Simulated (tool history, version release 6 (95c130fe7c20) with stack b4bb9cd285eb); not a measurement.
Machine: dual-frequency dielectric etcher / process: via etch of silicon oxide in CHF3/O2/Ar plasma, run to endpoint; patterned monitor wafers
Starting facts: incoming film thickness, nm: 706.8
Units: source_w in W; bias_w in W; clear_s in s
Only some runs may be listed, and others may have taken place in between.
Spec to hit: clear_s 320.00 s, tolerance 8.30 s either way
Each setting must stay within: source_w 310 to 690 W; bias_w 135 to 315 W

run	hour	source_w	bias_w	clear_s
1	0.0	500	225	374.51
2	7.5	440	225	397.38
3	15.5	380	225	426.95
4	20.6	380	246	409.74
5	29.3	430	251	381.06
6	35.2	430	285	357.54
7	38.3	450	287	348.09
8	40.0	470	288	342.09
9	45.6	550	301	306.18

5 next moves are on the table. One of them brings every result within its allowed miss. Which?
A	51.2	540	245	?
B	51.2	550	283	?
C	51.2	460	300	?
D	51.2	560	300	?
E	51.2	630	287	?

move	clear_s
A	344.51
B	317.93
C	336.71
D	306.39
E	296.49
A: carries the result that was furthest off beyond its target, to the other side
B: every result within its allowed miss
C: carries the result that was furthest off beyond its target, to the other side
D: about the same distance from the targets as the last run
E: further off than the last run
Go with B: it meets all targets.

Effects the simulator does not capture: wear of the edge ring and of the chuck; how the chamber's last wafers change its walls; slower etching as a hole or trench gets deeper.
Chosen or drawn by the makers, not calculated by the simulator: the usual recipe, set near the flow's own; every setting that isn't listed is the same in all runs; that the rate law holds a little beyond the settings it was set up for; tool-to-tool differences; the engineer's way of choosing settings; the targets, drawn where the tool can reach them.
